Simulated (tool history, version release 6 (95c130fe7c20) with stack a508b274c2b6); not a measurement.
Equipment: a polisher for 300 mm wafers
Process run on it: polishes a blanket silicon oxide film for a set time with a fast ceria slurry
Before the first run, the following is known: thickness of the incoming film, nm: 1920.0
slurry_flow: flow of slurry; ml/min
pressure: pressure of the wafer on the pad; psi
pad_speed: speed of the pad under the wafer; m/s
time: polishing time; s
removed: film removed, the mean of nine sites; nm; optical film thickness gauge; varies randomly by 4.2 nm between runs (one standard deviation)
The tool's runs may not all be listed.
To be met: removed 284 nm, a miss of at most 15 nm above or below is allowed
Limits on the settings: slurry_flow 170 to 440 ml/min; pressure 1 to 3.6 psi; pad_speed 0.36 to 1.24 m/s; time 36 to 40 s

{"run": 1, "hour": 0.0, "slurry_flow": 280, "pressure": 2.3, "pad_speed": 0.8, "time": 40, "removed": 513.32}
{"run": 2, "hour": 5.6, "slurry_flow": 280, "pressure": 2.3, "pad_speed": 0.96, "time": 40, "removed": 618.52}
{"run": 3, "hour": 7.4, "slurry_flow": 280, "pressure": 2.1, "pad_speed": 0.94, "time": 40, "removed": 543.45}
{"run": 4, "hour": 10.8, "slurry_flow": 280, "pressure": 2, "pad_speed": 0.92, "time": 40, "removed": 509.19}
{"run": 5, "hour": 14.4, "slurry_flow": 280, "pressure": 1.9, "pad_speed": 0.9, "time": 40, "removed": 460.84}
{"run": 6, "hour": 17.8, "slurry_flow": 280, "pressure": 1.8, "pad_speed": 0.9, "time": 40, "removed": 447.26}
{"run": 7, "hour": 19.9, "slurry_flow": 280, "pressure": 1.7, "pad_speed": 0.9, "time": 40, "removed": 434.42}
{"hour": 22.0, "done": "head pressure recalibrated"}
{"run": 8, "hour": 22.0, "slurry_flow": 280, "pressure": 1.1, "pad_speed": 0.76, "time": 39, "removed": 227.54}
{"run": 9, "hour": 25.7, "slurry_flow": 280, "pressure": 1.3, "pad_speed": 0.76, "time": 39, "removed": 259.08}

5 candidate next runs follow, results not yet known. Just one meets every target within its allowed miss. Identify it.
{"run": "A", "hour": 29.4, "slurry_flow": 250, "pressure": 1.3, "pad_speed": 0.68, "time": 36, "removed": "?"}
{"run": "B", "hour": 29.4, "slurry_flow": 310, "pressure": 1.1, "pad_speed": 0.76, "time": 40, "removed": "?"}
{"run": "C", "hour": 29.4, "slurry_flow": 265, "pressure": 1.5, "pad_speed": 0.7, "time": 40, "removed": "?"}
{"run": "D", "hour": 29.4, "slurry_flow": 255, "pressure": 1.4, "pad_speed": 0.84, "time": 40, "removed": "?"}
{"run": "E", "hour": 29.4, "slurry_flow": 280, "pressure": 1, "pad_speed": 0.92, "time": 37, "removed": "?"}

move=A removed=211.46
move=B removed=228.48
move=C removed=278.69
move=D removed=310.03
move=E removed=230.43
A: its largest miss is bigger than the last run's
B: its largest miss is bigger than the last run's
C: every result lands within tolerance
D: carries the result that was furthest off beyond its target, to the other side
E: its largest miss is bigger than the last run's
So the answer is move C, the one that meets all the targets.
